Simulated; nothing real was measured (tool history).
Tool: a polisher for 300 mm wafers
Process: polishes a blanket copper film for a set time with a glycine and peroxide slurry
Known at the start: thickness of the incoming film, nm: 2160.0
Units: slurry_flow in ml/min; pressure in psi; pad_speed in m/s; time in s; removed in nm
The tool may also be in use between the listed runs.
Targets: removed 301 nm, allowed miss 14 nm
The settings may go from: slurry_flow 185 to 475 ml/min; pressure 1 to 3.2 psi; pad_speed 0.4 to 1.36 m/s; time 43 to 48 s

{"run": 1, "hour": 0.0, "slurry_flow": 305, "pressure": 2.1, "pad_speed": 0.88, "time": 48, "removed": 199.75}
{"run": 2, "hour": 5.5, "slurry_flow": 370, "pressure": 2.1, "pad_speed": 0.88, "time": 48, "removed": 203.67}
{"run": 3, "hour": 8.3, "slurry_flow": 370, "pressure": 2.4, "pad_speed": 0.9, "time": 48, "removed": 229.24}
{"run": 4, "hour": 12.1, "slurry_flow": 300, "pressure": 2.4, "pad_speed": 0.9, "time": 48, "removed": 222.52}
{"run": 5, "hour": 16.5, "slurry_flow": 300, "pressure": 2.7, "pad_speed": 0.92, "time": 48, "removed": 245.24}
{"run": 6, "hour": 20.1, "slurry_flow": 300, "pressure": 2.9, "pad_speed": 0.94, "time": 48, "removed": 260.21}
{"run": 7, "hour": 23.8, "slurry_flow": 300, "pressure": 3, "pad_speed": 0.96, "time": 48, "removed": 273.38}
{"run": 8, "hour": 25.0, "slurry_flow": 300, "pressure": 3, "pad_speed": 0.96, "time": 48, "removed": 270.03}
{"run": 9, "hour": 27.7, "slurry_flow": 300, "pressure": 3.1, "pad_speed": 0.98, "time": 48, "removed": 283.87}

4 next moves are on the table. One of them brings every result within its allowed miss. Which?
{"run": "A", "hour": 30.4, "slurry_flow": 260, "pressure": 2.9, "pad_speed": 1.14, "time": 43, "removed": "?"}
{"run": "B", "hour": 30.4, "slurry_flow": 255, "pressure": 3.1, "pad_speed": 1, "time": 47, "removed": "?"}
{"run": "C", "hour": 30.4, "slurry_flow": 285, "pressure": 3.2, "pad_speed": 0.86, "time": 46, "removed": "?"}
{"run": "D", "hour": 30.4, "slurry_flow": 340, "pressure": 2.9, "pad_speed": 1.14, "time": 48, "removed": "?"}

move=A removed=265.1
move=B removed=277.56
move=C removed=253.85
move=D removed=300.86
A: further off than the last run
B: further off than the last run
C: further off than the last run
D: meets every target
Answer: D
